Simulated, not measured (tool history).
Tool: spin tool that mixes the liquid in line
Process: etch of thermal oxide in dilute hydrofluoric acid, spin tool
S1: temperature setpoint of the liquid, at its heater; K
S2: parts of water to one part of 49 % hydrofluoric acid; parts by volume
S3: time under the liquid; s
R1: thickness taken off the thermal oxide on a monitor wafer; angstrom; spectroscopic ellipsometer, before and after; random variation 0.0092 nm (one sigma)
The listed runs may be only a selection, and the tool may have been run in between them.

run  hour      S1   S2  S3      R1
  1     0  299.15  105  90  36.415
  2   2.1  301.65  105  90  40.029
  3   6.6  301.65  105  65  29.025
  4  13.7  301.65  130  65  22.437
  5  22.8  301.65  110  65  27.227
  6  25.9  304.65  110  65  30.552
  7  32.3  300.65  125  65  22.713
  8  37.7  298.65  130  65  20.217
  9  45.2  297.15  130  65  18.875
 10  48.8  296.15  130  65  18.338

What will run 11 give?
 11  55.9  295.65  130  65   ?

Run 11 came out at R1 17.862 angstrom.
